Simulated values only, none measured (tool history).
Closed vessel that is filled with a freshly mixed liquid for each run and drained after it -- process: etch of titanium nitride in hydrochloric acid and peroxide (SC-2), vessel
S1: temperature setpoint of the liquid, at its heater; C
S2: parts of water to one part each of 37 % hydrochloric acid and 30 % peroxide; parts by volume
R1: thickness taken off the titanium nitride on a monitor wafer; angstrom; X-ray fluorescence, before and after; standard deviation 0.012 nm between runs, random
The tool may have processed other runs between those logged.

{"run": 1, "hour": 0.0, "S1": 59, "S2": 7.5, "time in the liquid (s)": 50, "R1": 23.953}
{"run": 2, "hour": 0.9, "S1": 59, "S2": 7.5, "time in the liquid (s)": 40, "R1": 19.01}
{"run": 3, "hour": 2.7, "S1": 59, "S2": 5, "time in the liquid (s)": 40, "R1": 26.063}
{"run": 4, "hour": 9.3, "S1": 59, "S2": 4, "time in the liquid (s)": 40, "R1": 30.315}
{"run": 5, "hour": 16.4, "S1": 56.5, "S2": 4, "time in the liquid (s)": 40, "R1": 25.835}
{"run": 6, "hour": 25.1, "S1": 56.5, "S2": 4, "time in the liquid (s)": 40, "R1": 25.535}
{"run": 7, "hour": 26.4, "S1": 48.5, "S2": 4, "time in the liquid (s)": 40, "R1": 15.084}
{"run": 8, "hour": 27.5, "S1": 48, "S2": 4, "time in the liquid (s)": 40, "R1": 14.734}
{"run": 9, "hour": 36.3, "S1": 47.5, "S2": 4, "time in the liquid (s)": 40, "R1": 14.098}
{"run": 10, "hour": 45.5, "S1": 47, "S2": 4, "time in the liquid (s)": 40, "R1": 13.848}

Estimate the outcome of run 11 from the log above:
{"run": 11, "hour": 50.2, "S1": 46.5, "S2": 4, "time in the liquid (s)": 40, "R1": "?"}

R1: 13.083 angstrom
